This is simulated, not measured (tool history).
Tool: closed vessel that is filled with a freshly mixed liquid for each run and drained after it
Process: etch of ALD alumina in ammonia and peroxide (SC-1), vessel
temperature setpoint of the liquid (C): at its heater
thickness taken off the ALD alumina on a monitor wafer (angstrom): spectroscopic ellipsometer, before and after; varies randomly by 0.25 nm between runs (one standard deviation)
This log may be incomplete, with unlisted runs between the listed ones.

run  hour  temperature setpoint of the liquid (C)  parts of 29 % ammonia solution to one part of 30 % peroxide (parts by volume)  time in the liquid (s)  thickness taken off the ALD alumina on a monitor wafer (angstrom)
  1   0.0                                    62.0                                                                            0.6                     170                                                             164.92
  2   3.4                                    63.5                                                                            0.6                     170                                                             180.09
  3   9.3                                    63.5                                                                            0.5                     170                                                             175.32
  4  16.5                                    63.5                                                                            0.5                     170                                                             174.88
  5  18.2                                    64.5                                                                            0.5                     170                                                             185.51
  6  24.9                                    65.5                                                                            0.5                     170                                                             195.93
  7  27.4                                    66.5                                                                            0.5                     170                                                             206.49
  8  30.6                                    67.0                                                                            0.5                     170                                                             207.49
  9  37.7                                    67.5                                                                            0.5                     170                                                             213.56
 10  46.4                                    67.5                                                                            0.5                     170                                                             213.57
 11  53.2                                    68.0                                                                            0.5                     170                                                             219.79

What will run 12 give?
 12  59.2                                    68.5                                                                            0.5                     170                                                                  ?

thickness taken off the ALD alumina on a monitor wafer (angstrom): 226.81

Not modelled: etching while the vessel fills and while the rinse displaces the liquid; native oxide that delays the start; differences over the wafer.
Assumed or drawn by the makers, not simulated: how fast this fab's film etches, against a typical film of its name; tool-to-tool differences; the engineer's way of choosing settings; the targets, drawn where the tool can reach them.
